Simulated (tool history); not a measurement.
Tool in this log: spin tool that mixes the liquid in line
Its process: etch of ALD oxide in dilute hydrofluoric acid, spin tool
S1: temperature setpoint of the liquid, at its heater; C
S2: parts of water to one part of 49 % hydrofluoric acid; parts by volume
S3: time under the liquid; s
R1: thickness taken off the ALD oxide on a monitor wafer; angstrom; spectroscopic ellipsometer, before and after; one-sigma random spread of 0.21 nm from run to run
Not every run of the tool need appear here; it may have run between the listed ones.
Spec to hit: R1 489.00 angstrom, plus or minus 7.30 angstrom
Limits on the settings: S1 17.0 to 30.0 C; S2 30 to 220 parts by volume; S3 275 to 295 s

| run | day | S1 | S2 | S3 | R1 |
|---|---|---|---|---|---|
| 1 | 0.000 | 22.0 | 125 | 275 | 291.85 |
| 2 | 0.225 | 24.5 | 115 | 275 | 355.20 |
| 3 | 0.458 | 24.5 | 115 | 275 | 357.95 |
| 4 | 0.729 | 26.5 | 110 | 275 | 401.89 |
| 5 | 0.758 | 26.5 | 90 | 275 | 510.94 |
|  | 0.925 | thermometer replaced |
| 6 | 0.925 | 26.5 | 90 | 275 | 541.01 |
| 7 | 1.021 | 25.5 | 90 | 275 | 519.11 |
| 8 | 1.383 | 25.0 | 90 | 275 | 508.51 |
| 9 | 1.750 | 24.5 | 90 | 275 | 502.41 |

Consider the 4 candidate settings below. Which is the only one whose results all fall within their allowed miss of target?
| A | 2.117 | 24.5 | 90 | 280 | ? |
| B | 2.117 | 24.0 | 85 | 275 | ? |
| C | 2.117 | 24.0 | 95 | 290 | ? |
| D | 2.117 | 24.5 | 85 | 275 | ? |

| move | R1 |
|---|---|
| A | 506.36 |
| B | 519.43 |
| C | 484.03 |
| D | 529.92 |
A: lands further from the targets than the last run did
B: lands further from the targets than the last run did
C: every result within its allowed miss
D: lands further from the targets than the last run did
Correct choice: C, which meets every target
